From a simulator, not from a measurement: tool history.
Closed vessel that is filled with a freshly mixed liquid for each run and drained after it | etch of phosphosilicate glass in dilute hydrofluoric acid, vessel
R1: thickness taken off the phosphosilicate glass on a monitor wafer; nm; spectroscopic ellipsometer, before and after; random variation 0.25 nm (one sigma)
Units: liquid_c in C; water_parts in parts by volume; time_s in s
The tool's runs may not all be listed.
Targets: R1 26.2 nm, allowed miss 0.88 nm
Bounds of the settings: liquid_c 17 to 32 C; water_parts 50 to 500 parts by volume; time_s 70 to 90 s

run 1 hour=0 | liquid_c=24 water_parts=275 time_s=90 | R1=15.762
run 2 hour=1.9 | liquid_c=26.5 water_parts=255 time_s=90 | R1=19.267
run 3 hour=9.9 | liquid_c=28 water_parts=245 time_s=90 | R1=21.053
run 4 hour=18.5 | liquid_c=28 water_parts=305 time_s=90 | R1=15.799
run 5 hour=22 | liquid_c=31 water_parts=305 time_s=90 | R1=17.689
run 6 hour=23 | liquid_c=31 water_parts=305 time_s=90 | R1=17.819
run 7 hour=24 | liquid_c=31.5 water_parts=280 time_s=90 | R1=19.61
run 8 hour=28.9 | liquid_c=31.5 water_parts=260 time_s=90 | R1=22.02
run 9 hour=32.7 | liquid_c=31.5 water_parts=250 time_s=90 | R1=23.241
run 10 hour=35 | liquid_c=31.5 water_parts=245 time_s=90 | R1=23.444
run 11 hour=40.7 | liquid_c=31.5 water_parts=240 time_s=90 | R1=24.613
run 12 hour=43.1 | liquid_c=31.5 water_parts=235 time_s=90 | R1=24.989

Which of these 4 next moves meets every target?
run A hour=45.5 | liquid_c=32 water_parts=210 time_s=85 | R1=?
run B hour=45.5 | liquid_c=32 water_parts=215 time_s=90 | R1=?
run C hour=45.5 | liquid_c=32 water_parts=230 time_s=90 | R1=?
run D hour=45.5 | liquid_c=32 water_parts=220 time_s=90 | R1=?

move=A R1=28.125
move=B R1=28.904
move=C R1=26.519
move=D R1=28.071
A: takes the result that was furthest off past its target
B: takes the result that was furthest off past its target
C: meets every target
D: takes the result that was furthest off past its target
Move C is the one to make.
